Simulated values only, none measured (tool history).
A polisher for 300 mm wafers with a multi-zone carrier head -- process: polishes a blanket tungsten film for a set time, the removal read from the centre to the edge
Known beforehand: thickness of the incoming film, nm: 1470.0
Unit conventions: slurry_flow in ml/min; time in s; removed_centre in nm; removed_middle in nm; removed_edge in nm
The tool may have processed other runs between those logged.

run,day,slurry_flow,centre_zone,middle_zone,edge_zone,slurry_solids,time,removed_centre,removed_middle,removed_edge
1,0,315,1,1,1,1,83,460.76,463.35,448.42
2,0.375,315,1,1,1.05,1,83,461.46,466.67,461.35
3,0.421,315,1,1,1.05,1.1,83,475.34,471.96,463.44
4,0.712,370,1,1,1.05,1.1,83,472.73,478.87,479.03
5,1.071,385,1.03,0.99,1.08,1.2,84,508.78,484.66,493.76
6,1.192,385,1.03,1.03,1.08,1.2,84,491.63,501.24,488.39

Expected results for the next run?
7,1.571,395,1.04,1.01,1.1,1.25,86,?,?,?

Run 7 gave removed_centre 521.46 nm, removed_middle 513.18 nm, removed_edge 504.11 nm.

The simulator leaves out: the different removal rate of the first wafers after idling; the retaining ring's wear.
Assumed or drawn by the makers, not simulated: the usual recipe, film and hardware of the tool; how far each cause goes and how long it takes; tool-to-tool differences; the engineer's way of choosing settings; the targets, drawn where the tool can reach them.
